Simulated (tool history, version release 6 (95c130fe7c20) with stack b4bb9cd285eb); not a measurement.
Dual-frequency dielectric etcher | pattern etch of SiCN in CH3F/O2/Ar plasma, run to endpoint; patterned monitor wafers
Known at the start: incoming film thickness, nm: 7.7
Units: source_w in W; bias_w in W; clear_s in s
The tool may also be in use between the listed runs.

run	hour	source_w	bias_w	clear_s
1	0	470	80	17.569
2	1.4	470	71	19.312
3	4	510	76	17.885
4	8.5	540	80	16.936
5	15.3	510	80	17.249
6	20.2	480	80	17.744
# hour 26.1: bias power generator calibrated
7	26.1	520	83	16.607

Forecast run 8:
8	34.6	540	84	?

Run 8 gave clear_s 16.485 s.
